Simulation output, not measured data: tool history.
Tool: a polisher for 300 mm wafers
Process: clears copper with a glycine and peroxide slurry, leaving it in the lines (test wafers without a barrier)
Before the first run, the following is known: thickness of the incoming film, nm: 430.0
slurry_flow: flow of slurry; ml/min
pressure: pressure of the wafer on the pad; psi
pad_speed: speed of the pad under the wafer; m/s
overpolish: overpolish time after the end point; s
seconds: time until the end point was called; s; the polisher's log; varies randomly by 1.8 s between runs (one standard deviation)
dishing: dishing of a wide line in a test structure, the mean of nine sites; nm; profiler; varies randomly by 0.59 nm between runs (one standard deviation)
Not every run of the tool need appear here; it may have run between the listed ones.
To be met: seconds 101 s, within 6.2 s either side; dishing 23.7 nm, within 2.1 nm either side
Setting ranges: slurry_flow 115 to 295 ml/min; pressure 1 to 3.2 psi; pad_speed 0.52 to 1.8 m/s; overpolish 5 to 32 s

run,hour,slurry_flow,pressure,pad_speed,overpolish,seconds,dishing
1,0,190,2.1,1.16,16,109.58,46.545
2,2.7,190,1.6,1.16,16,131.69,39.173
3,6.3,190,1.6,1.16,12,136.04,29.394
4,7.9,190,1.2,1.16,12,165.08,24.994
5,9.2,190,1.3,1.2,11,150.44,22.986
6,17.8,190,1.4,1.24,10,147.67,24.361
7,21.6,240,1.1,1.56,5,139.3,12.74
8,29.3,235,1.2,1.56,5,134.54,13.287
9,30.8,230,1.3,1.54,5,126.77,14.095
10,39.8,225,1.4,1.52,6,122.43,17.634
11,47.6,220,1.5,1.54,6,113.1,18.666
12,54.5,220,1.5,1.54,6,115.63,17.038
13,62.4,220,1.6,1.52,6,108.48,19.114
14,68.6,215,1.6,1.52,6,111.29,19.449
15,77.6,210,1.6,1.52,6,107.32,18.566

5 candidate next runs follow, results not yet known. Just one meets every target within its allowed miss. Identify it.
A,86.6,190,2.1,1.6,8,?,?
B,86.6,215,1.5,1.78,10,?,?
C,86.6,185,2.1,1.58,6,?,?
D,86.6,255,1.6,1.7,7,?,?
E,86.6,190,1.8,1.8,8,?,?

move,seconds,dishing
A,83.835,31.075
B,100.82,31.62
C,84.911,23.741
D,97.313,23.901
E,87.178,29.79
A: pushes the last run's worst result past its target
B: pushes the last run's worst result past its target
C: brings the result that was furthest off to its target, and leaves another outside
D: in spec on every target
E: pushes the last run's worst result past its target
Go with D: it meets all targets.
